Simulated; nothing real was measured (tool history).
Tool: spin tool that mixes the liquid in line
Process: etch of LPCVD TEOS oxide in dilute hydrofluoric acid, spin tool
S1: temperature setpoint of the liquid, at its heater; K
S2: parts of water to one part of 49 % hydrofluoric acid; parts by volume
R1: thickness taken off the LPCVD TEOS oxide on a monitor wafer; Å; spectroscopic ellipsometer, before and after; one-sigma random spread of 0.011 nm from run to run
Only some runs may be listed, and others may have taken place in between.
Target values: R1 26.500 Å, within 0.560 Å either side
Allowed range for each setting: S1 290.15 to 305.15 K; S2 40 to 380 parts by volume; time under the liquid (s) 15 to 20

Run 1, hour 0.0: S1 297.15 K, S2 210 parts by volume, time under the liquid (s) 20. Result: R1 41.891 Å.
Run 2, hour 4.0: S1 297.15 K, S2 210 parts by volume, time under the liquid (s) 15. Result: R1 31.588 Å.
Run 3, hour 11.7: S1 296.65 K, S2 210 parts by volume, time under the liquid (s) 15. Result: R1 30.885 Å.
Run 4, hour 13.3: S1 296.65 K, S2 155 parts by volume, time under the liquid (s) 15. Result: R1 44.190 Å.
Run 5, hour 21.2: S1 295.15 K, S2 155 parts by volume, time under the liquid (s) 15. Result: R1 41.647 Å.
Run 6, hour 28.2: S1 292.15 K, S2 155 parts by volume, time under the liquid (s) 15. Result: R1 37.010 Å.
Run 7, hour 30.5: S1 292.15 K, S2 160 parts by volume, time under the liquid (s) 15. Result: R1 35.628 Å.
Run 8, hour 34.2: S1 292.15 K, S2 165 parts by volume, time under the liquid (s) 15. Result: R1 34.569 Å.
Run 9, hour 39.9: S1 292.15 K, S2 170 parts by volume, time under the liquid (s) 15. Result: R1 33.385 Å.
Run 10, hour 48.2: S1 292.15 K, S2 175 parts by volume, time under the liquid (s) 15. Result: R1 32.111 Å.
Run 11, hour 50.9: S1 291.15 K, S2 185 parts by volume, time under the liquid (s) 15. Result: R1 28.936 Å.

Which single option among these 4 for the next run brings every result within its allowed miss of target? Just one does.
Run A, hour 53.6: S1 291.65 K, S2 170 parts by volume, time under the liquid (s) 15. Result: R1 ?.
Run B, hour 53.6: S1 290.15 K, S2 170 parts by volume, time under the liquid (s) 15. Result: R1 ?.
Run C, hour 53.6: S1 291.15 K, S2 165 parts by volume, time under the liquid (s) 15. Result: R1 ?.
Run D, hour 53.6: S1 292.15 K, S2 205 parts by volume, time under the liquid (s) 15. Result: R1 ?.

move      R1
   A  32.497
   B  30.557
   C  32.958
   D  26.621
A: lands further from the targets than the last run did
B: lands further from the targets than the last run did
C: lands further from the targets than the last run did
D: every result within its allowed miss
D meets every target.
